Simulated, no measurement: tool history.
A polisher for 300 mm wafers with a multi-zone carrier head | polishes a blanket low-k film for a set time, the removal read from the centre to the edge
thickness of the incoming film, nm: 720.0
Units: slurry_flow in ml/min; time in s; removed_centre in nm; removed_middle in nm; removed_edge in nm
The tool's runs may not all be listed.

| run | hour | slurry_flow | centre_zone | middle_zone | edge_zone | slurry_solids | time | removed_centre | removed_middle | removed_edge |
|---|---|---|---|---|---|---|---|---|---|---|
| 1 | 0.0 | 275 | 1.00 | 1.00 | 1.00 | 1.00 | 66 | 34.466 | 33.924 | 34.096 |
| 2 | 7.1 | 275 | 1.00 | 1.00 | 1.03 | 1.00 | 66 | 34.703 | 34.055 | 33.413 |
| 3 | 12.3 | 275 | 1.00 | 1.00 | 1.03 | 1.15 | 66 | 36.925 | 35.996 | 35.938 |
| 4 | 15.1 | 275 | 1.02 | 0.99 | 1.03 | 1.00 | 65 | 35.184 | 33.271 | 33.237 |
| 5 | 16.4 | 275 | 1.02 | 0.91 | 1.03 | 1.00 | 65 | 33.910 | 31.373 | 33.979 |
| 6 | 24.6 | 275 | 1.02 | 0.91 | 1.03 | 1.15 | 65 | 36.647 | 33.711 | 35.813 |

Run 7 comes next. What will it give?
| 7 | 31.8 | 285 | 1.09 | 0.91 | 0.93 | 0.90 | 60 | ? | ? | ? |

Run 7 gave removed_centre 33.476 nm, removed_middle 28.401 nm, removed_edge 29.286 nm.
